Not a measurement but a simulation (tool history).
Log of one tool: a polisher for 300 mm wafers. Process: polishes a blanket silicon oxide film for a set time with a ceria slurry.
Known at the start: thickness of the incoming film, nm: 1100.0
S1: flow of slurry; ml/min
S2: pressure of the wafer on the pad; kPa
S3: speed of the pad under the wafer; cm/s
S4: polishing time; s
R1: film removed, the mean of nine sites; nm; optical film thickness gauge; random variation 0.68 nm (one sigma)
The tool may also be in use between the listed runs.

| run | hour | S1 | S2 | S3 | S4 | R1 |
|---|---|---|---|---|---|---|
| 1 | 0.0 | 220 | 14.5 | 84 | 78 | 171.730 |
| 2 | 1.9 | 220 | 14.5 | 84 | 78 | 172.270 |
| 3 | 3.8 | 220 | 14.5 | 66 | 78 | 135.170 |
| 4 | 8.5 | 215 | 13.1 | 66 | 78 | 124.680 |
| 5 | 12.7 | 215 | 13.1 | 56 | 78 | 104.500 |
| 6 | 14.2 | 215 | 13.1 | 40 | 78 | 75.925 |

Forecast run 7:
| 7 | 23.2 | 220 | 14.5 | 40 | 78 | ? |

R1: 85.258 nm
